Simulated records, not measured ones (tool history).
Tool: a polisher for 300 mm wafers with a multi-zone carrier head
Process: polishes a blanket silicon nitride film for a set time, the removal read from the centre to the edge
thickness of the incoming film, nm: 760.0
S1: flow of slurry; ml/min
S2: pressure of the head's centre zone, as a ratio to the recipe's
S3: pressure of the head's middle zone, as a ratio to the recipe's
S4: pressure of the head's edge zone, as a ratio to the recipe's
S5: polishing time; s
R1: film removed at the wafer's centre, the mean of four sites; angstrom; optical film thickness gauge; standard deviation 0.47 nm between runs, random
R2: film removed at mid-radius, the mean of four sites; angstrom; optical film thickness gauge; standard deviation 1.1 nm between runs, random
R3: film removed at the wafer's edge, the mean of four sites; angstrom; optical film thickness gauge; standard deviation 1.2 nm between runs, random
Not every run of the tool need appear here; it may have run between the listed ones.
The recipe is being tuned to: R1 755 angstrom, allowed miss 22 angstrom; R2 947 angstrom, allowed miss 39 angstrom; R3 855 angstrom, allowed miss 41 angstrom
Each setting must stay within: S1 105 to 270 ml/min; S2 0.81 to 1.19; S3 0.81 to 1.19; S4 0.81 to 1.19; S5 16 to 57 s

run  hour   S1    S2    S3    S4  S5      R1      R2      R3
  1     0  175     1     1     1  36  574.43  572.59  583.31
  2   4.5  140     1     1     1  36  553.11  551.29  579.03
  3  11.9  150  0.98  1.06  1.03  40  608.49  651.14  654.38
  4  13.5  150  0.98  1.06  1.09  40  610.91  642.81   660.4
  5  15.2  160  0.96   1.1  1.09  43  648.84  747.68  723.29
  6  17.3  200  0.96   1.1  1.09  43  668.42  767.61  729.91
  7  25.6  200  0.96   1.1  1.09  43  673.88  761.11  731.77
  8  31.7  200  0.95  1.12   1.1  45  699.42  811.65  770.36
  9  39.8  205  0.94  1.14  1.11  46  713.05   825.3  783.65
 10  43.2  215  0.92  1.16   1.1  47  715.79  883.74  817.89
 11  45.7  220  0.92  1.17   1.1  47  715.06  882.93  810.15
 12  47.4  225  0.92  1.18   1.1  48  728.22  908.64  842.97

Exercise: of the 5 proposed moves below, exactly one satisfies all targets within the stated allowed misses. Which move is it?
  A  49.1  220  0.97  1.05  1.13  48   ?   ?   ?
  B  49.1  240  0.88  1.19  1.09  48   ?   ?   ?
  C  49.1  270  0.96  1.19  0.94  47   ?   ?   ?
  D  49.1  200  0.94  1.09  1.08  50   ?   ?   ?
  E  49.1  240  0.93  1.19  1.09  49   ?   ?   ?

move      R1      R2      R3
   A  769.75  816.72  845.61
   B   706.6  918.43  835.37
   C  766.27  910.79  769.29
   D  766.41  867.51  852.82
   E  762.67  937.32  852.77
A: puts the biggest miss on target and leaves a different result outside tolerance
B: further off than the last run
C: puts the biggest miss on target and leaves a different result outside tolerance
D: puts the biggest miss on target and leaves a different result outside tolerance
E: each result inside its tolerance
Correct choice: E, which meets every target
